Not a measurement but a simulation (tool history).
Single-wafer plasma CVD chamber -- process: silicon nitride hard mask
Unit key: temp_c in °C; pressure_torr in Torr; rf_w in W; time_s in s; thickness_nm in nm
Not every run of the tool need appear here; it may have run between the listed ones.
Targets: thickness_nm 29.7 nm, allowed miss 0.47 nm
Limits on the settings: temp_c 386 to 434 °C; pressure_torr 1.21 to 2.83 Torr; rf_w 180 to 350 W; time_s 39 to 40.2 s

| run | hour | temp_c | pressure_torr | rf_w | time_s | thickness_nm |
|---|---|---|---|---|---|---|
| 1 | 0 | 410 | 2.02 | 265 | 39 | 42.673 |
| 2 | 1.5 | 414 | 1.9 | 250 | 39 | 39.398 |
| 3 | 9.3 | 414 | 1.9 | 225 | 39 | 34.92 |
| 4 | 14.1 | 424 | 1.9 | 225 | 39 | 34.98 |
| 5 | 21.5 | 424 | 1.81 | 220 | 39 | 33.839 |
| 6 | 22.1 | 424 | 1.73 | 220 | 39 | 33.387 |
| 7 | 27.1 | 424 | 1.66 | 220 | 39 | 32.722 |
| 8 | 31.2 | 424 | 1.59 | 220 | 39 | 32.217 |
| 9 | 33.3 | 424 | 1.54 | 220 | 39 | 31.976 |
| 10 | 36.6 | 424 | 1.49 | 220 | 39 | 31.377 |
| 11 | 45.4 | 424 | 1.21 | 215 | 39 | 28.23 |

Exercise: of the 4 proposed moves below, exactly one satisfies all targets within the stated allowed misses. Which move is it?
| A | 54.2 | 434 | 1.66 | 200 | 39.9 | ? |
| B | 54.2 | 431 | 1.27 | 205 | 39.6 | ? |
| C | 54.2 | 415 | 1.21 | 200 | 39 | ? |
| D | 54.2 | 418 | 1.31 | 200 | 39 | ? |

| move | thickness_nm |
|---|---|
| A | 29.678 |
| B | 27.56 |
| C | 26.026 |
| D | 26.836 |
A: all results in spec
B: further off than the last run
C: further off than the last run
D: further off than the last run
The move that meets every target is A.
